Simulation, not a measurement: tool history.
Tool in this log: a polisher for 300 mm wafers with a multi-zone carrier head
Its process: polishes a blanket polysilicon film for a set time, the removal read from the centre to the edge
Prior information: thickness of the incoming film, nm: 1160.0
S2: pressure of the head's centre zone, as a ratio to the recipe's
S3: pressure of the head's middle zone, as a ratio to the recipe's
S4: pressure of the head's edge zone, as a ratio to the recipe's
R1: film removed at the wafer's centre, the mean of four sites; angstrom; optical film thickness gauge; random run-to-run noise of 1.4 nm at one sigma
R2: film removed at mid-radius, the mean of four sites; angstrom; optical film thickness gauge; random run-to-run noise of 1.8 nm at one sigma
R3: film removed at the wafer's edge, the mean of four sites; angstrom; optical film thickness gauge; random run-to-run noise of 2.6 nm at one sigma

{"run": 1, "hour": 0.0, "flow of slurry (ml/min)": 140, "S2": 1, "S3": 1, "S4": 1, "polishing time (s)": 49, "R1": 3430.8, "R2": 3728.5, "R3": 3817}
{"run": 2, "hour": 4.1, "flow of slurry (ml/min)": 105, "S2": 1, "S3": 1, "S4": 1, "polishing time (s)": 49, "R1": 3163.6, "R2": 3429.2, "R3": 3556.2}
{"run": 3, "hour": 8.9, "flow of slurry (ml/min)": 100, "S2": 0.98, "S3": 0.99, "S4": 0.98, "polishing time (s)": 45, "R1": 2798.3, "R2": 3057.5, "R3": 3210.6}
{"run": 4, "hour": 16.8, "flow of slurry (ml/min)": 100, "S2": 0.97, "S3": 0.99, "S4": 0.96, "polishing time (s)": 42, "R1": 2594, "R2": 2874.6, "R3": 3005.1}
{"run": 5, "hour": 22.7, "flow of slurry (ml/min)": 100, "S2": 0.96, "S3": 0.99, "S4": 0.94, "polishing time (s)": 40, "R1": 2431.5, "R2": 2751, "R3": 2807.7}
{"hour": 25.6, "done": "centre zone pressure recalibrated"}
{"run": 6, "hour": 25.6, "flow of slurry (ml/min)": 100, "S2": 1.01, "S3": 0.99, "S4": 0.94, "polishing time (s)": 40, "R1": 2744.9, "R2": 2755.5, "R3": 2758.6}
{"run": 7, "hour": 29.2, "flow of slurry (ml/min)": 100, "S2": 0.99, "S3": 0.98, "S4": 0.92, "polishing time (s)": 38, "R1": 2539.9, "R2": 2600.9, "R3": 2656.6}
{"run": 8, "hour": 35.3, "flow of slurry (ml/min)": 105, "S2": 0.89, "S3": 0.98, "S4": 0.85, "polishing time (s)": 25, "R1": 1551.1, "R2": 1732.2, "R3": 1672.2}

The next listed run, before its measurement:
{"run": 9, "hour": 42.7, "flow of slurry (ml/min)": 115, "S2": 0.89, "S3": 0.98, "S4": 0.89, "polishing time (s)": 25, "R1": "?", "R2": "?", "R3": "?"}

R1: 1596.4 angstrom
R2: 1795.4 angstrom
R3: 1704.6 angstrom
